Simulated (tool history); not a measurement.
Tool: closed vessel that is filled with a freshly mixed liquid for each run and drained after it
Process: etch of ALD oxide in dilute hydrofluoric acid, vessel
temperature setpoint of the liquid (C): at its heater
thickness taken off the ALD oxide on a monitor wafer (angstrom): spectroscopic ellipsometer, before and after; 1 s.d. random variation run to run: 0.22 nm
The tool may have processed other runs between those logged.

| run | day | temperature setpoint of the liquid (C) | parts of water to one part of 49 % hydrofluoric acid (parts by volume) | time in the liquid (s) | thickness taken off the ALD oxide on a monitor wafer (angstrom) |
|---|---|---|---|---|---|
| 1 | 0.000 | 21.0 | 130 | 275 | 208.99 |
| 2 | 0.129 | 23.5 | 120 | 275 | 254.62 |
| 3 | 0.392 | 25.5 | 115 | 275 | 288.33 |
| 4 | 0.742 | 26.5 | 110 | 275 | 313.80 |
| 5 | 0.817 | 27.5 | 105 | 275 | 344.69 |
| 6 | 0.983 | 28.0 | 105 | 275 | 350.38 |

Expected results for the next run?
| 7 | 1.075 | 28.5 | 105 | 275 | ? |

thickness taken off the ALD oxide on a monitor wafer (angstrom): 357.82
